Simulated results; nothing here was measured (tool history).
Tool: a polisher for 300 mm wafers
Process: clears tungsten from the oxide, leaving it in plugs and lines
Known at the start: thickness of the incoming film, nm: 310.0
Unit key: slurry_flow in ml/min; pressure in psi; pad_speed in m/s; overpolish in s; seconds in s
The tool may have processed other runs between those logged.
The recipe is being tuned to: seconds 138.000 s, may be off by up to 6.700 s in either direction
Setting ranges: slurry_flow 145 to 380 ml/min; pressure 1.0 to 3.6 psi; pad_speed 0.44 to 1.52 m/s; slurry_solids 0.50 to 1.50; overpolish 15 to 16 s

run	hour	slurry_flow	pressure	pad_speed	slurry_solids	overpolish	seconds
1	0.0	245	2.3	0.98	1.00	15	100.220
2	6.4	205	2.3	0.98	1.00	15	104.010
3	15.4	205	2.3	0.98	1.10	15	101.410
4	21.1	205	2.3	0.98	1.10	16	98.517
5	23.1	205	2.1	0.98	1.10	16	108.880
6	32.1	205	2.1	0.98	1.10	15	107.420
7	37.1	205	2.0	0.98	1.10	15	114.830
8	37.9	205	1.9	0.98	1.10	15	119.820
9	41.2	205	1.8	0.98	1.10	15	127.560

Below are 5 possible settings for the next run. Only one of them brings all results inside the allowed miss of their targets. Which is it?
A	44.5	180	1.5	1.06	1.15	15	?
B	44.5	200	1.9	0.98	1.10	15	?
C	44.5	150	1.7	1.22	0.80	16	?
D	44.5	195	1.8	0.92	1.40	16	?
E	44.5	175	1.7	0.90	1.05	16	?

move	seconds
A	138.230
B	118.930
C	122.500
D	124.920
E	148.360
A: each result inside its tolerance
B: lands further from the targets than the last run did
C: lands further from the targets than the last run did
D: lands further from the targets than the last run did
E: takes the biggest miss from the last run beyond its target
The move that meets every target is A.

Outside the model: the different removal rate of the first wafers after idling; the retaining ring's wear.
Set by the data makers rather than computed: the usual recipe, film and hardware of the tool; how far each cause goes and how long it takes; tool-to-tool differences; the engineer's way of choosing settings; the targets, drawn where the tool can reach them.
